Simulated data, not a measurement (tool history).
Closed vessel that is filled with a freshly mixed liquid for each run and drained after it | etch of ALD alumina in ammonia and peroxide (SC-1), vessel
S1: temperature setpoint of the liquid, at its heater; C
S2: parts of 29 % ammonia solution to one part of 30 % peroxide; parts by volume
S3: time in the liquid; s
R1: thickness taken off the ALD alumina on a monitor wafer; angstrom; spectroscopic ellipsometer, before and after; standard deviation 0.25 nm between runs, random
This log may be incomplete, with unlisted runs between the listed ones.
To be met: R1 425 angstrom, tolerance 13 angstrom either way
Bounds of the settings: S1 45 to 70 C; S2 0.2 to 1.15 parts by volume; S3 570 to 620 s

| run | hour | S1 | S2 | S3 | R1 |
|---|---|---|---|---|---|
| 1 | 0 | 61 | 0.65 | 570 | 539.66 |
| 2 | 7.3 | 59.5 | 0.65 | 570 | 503.38 |
| 3 | 15.8 | 59.5 | 0.65 | 570 | 499.2 |
| 4 | 24.9 | 59.5 | 0.75 | 570 | 509.51 |
| 5 | 32.7 | 66 | 0.75 | 570 | 715.21 |
| 6 | 33.7 | 62.5 | 0.75 | 570 | 598.27 |
| 7 | 42.6 | 62.5 | 0.75 | 570 | 599.27 |
| 8 | 48 | 60.5 | 0.75 | 570 | 534.58 |
| 9 | 53.1 | 59 | 0.75 | 570 | 497.5 |
| 10 | 57.7 | 58 | 0.75 | 570 | 471.99 |

5 candidate next runs follow, results not yet known. Just one meets every target within its allowed miss. Identify it.
| A | 62.3 | 56 | 0.75 | 595 | ? |
| B | 62.3 | 53 | 0.85 | 620 | ? |
| C | 62.3 | 56 | 0.55 | 620 | ? |
| D | 62.3 | 55 | 0.65 | 615 | ? |
| E | 62.3 | 58.5 | 0.55 | 620 | ? |

| move | R1 |
|---|---|
| A | 447.03 |
| B | 401.73 |
| C | 452.34 |
| D | 432.34 |
| E | 515.53 |
A: nearer the targets than the last run, but a result is still out of spec
B: moves the result that the last run missed by most past its target, out the other side
C: nearer the targets than the last run, but a result is still out of spec
D: every result lands within tolerance
E: its largest miss is bigger than the last run's
Correct choice: D, which meets every target
